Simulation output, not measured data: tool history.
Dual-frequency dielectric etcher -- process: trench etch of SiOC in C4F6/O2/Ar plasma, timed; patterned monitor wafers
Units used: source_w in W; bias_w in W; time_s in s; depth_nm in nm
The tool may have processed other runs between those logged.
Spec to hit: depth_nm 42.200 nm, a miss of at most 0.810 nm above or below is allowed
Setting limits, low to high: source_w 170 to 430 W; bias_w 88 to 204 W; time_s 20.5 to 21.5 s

| run | hour | source_w | bias_w | time_s | depth_nm |
|---|---|---|---|---|---|
| 1 | 0.0 | 300 | 146 | 20.5 | 37.645 |
| 2 | 5.2 | 300 | 146 | 20.5 | 37.928 |
| 3 | 13.1 | 320 | 148 | 20.5 | 38.793 |
| 4 | 16.0 | 270 | 148 | 20.5 | 36.349 |
| 5 | 19.2 | 240 | 148 | 20.5 | 34.704 |
| 6 | 21.4 | 270 | 150 | 20.5 | 36.248 |
| 7 | 25.8 | 290 | 152 | 20.5 | 37.454 |
| 8 | 29.8 | 310 | 154 | 20.5 | 38.806 |
| 9 | 32.8 | 320 | 155 | 20.5 | 39.267 |
| 10 | 36.0 | 330 | 156 | 20.5 | 40.129 |

Which of these 5 next moves meets every target?
| A | 39.2 | 260 | 167 | 21.5 | ? |
| B | 39.2 | 340 | 139 | 20.5 | ? |
| C | 39.2 | 320 | 128 | 21.5 | ? |
| D | 39.2 | 290 | 160 | 21.5 | ? |
| E | 39.2 | 340 | 149 | 21.5 | ? |

| move | depth_nm |
|---|---|
| A | 38.709 |
| B | 39.579 |
| C | 39.762 |
| D | 40.104 |
| E | 42.152 |
A: the biggest miss grows against the last run
B: the biggest miss grows against the last run
C: the biggest miss grows against the last run
D: neither nearer nor further off than the last run
E: meets every target
E meets every target.
